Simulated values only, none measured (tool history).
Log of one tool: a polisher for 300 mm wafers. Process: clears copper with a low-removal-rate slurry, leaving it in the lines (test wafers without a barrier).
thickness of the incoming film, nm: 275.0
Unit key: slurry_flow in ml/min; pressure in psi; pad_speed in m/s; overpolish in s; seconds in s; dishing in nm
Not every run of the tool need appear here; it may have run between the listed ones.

Run 1, day 0: slurry_flow 260 ml/min, pressure 2.7 psi, pad_speed 1.1 m/s, slurry_solids 1, overpolish 28 s. Result: seconds 79.737 s, dishing 66.81 nm.
Run 2, day 0.179: slurry_flow 260 ml/min, pressure 3.1 psi, pad_speed 1.1 m/s, slurry_solids 1, overpolish 28 s. Result: seconds 69.728 s, dishing 74.53 nm.
Run 3, day 0.25: slurry_flow 265 ml/min, pressure 3.2 psi, pad_speed 1.1 m/s, slurry_solids 1, overpolish 27 s. Result: seconds 67.257 s, dishing 76.351 nm.
Run 4, day 0.625: slurry_flow 325 ml/min, pressure 3.2 psi, pad_speed 1.1 m/s, slurry_solids 1, overpolish 27 s. Result: seconds 65.921 s, dishing 76.656 nm.
Run 5, day 0.704: slurry_flow 325 ml/min, pressure 3.2 psi, pad_speed 1.1 m/s, slurry_solids 1.2, overpolish 27 s. Result: seconds 64.785 s, dishing 78.767 nm.
Run 6, day 0.904: slurry_flow 325 ml/min, pressure 3.2 psi, pad_speed 1.1 m/s, slurry_solids 1.2, overpolish 26 s. Result: seconds 63.348 s, dishing 75.588 nm.

What does the tool deliver on the next run?
Run 7, day 1.121: slurry_flow 325 ml/min, pressure 3.2 psi, pad_speed 1.1 m/s, slurry_solids 1.2, overpolish 26 s. Result: seconds ?, dishing ?.

{"run 7": {"seconds": 63.835, "dishing": 76.95}}

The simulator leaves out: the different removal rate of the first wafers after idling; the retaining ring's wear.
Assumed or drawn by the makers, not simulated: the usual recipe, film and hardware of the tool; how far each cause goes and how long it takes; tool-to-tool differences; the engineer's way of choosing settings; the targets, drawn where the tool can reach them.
